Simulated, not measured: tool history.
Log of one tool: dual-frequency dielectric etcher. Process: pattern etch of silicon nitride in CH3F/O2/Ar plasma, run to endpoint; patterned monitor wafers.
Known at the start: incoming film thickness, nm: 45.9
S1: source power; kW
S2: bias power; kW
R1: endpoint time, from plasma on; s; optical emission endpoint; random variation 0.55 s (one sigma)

{"run": 1, "day": 0.0, "S1": 0.44, "S2": 0.087, "R1": 60.032}
{"run": 2, "day": 0.317, "S1": 0.41, "S2": 0.083, "R1": 62.173}
{"run": 3, "day": 0.642, "S1": 0.39, "S2": 0.079, "R1": 64.538}
{"run": 4, "day": 0.992, "S1": 0.39, "S2": 0.092, "R1": 61.203}
{"run": 5, "day": 1.092, "S1": 0.37, "S2": 0.088, "R1": 64.166}
{"run": 6, "day": 1.354, "S1": 0.37, "S2": 0.072, "R1": 68.327}

Forecast run 7:
{"run": 7, "day": 1.721, "S1": 0.28, "S2": 0.064, "R1": "?"}

Run 7 gave R1 80.216 s.

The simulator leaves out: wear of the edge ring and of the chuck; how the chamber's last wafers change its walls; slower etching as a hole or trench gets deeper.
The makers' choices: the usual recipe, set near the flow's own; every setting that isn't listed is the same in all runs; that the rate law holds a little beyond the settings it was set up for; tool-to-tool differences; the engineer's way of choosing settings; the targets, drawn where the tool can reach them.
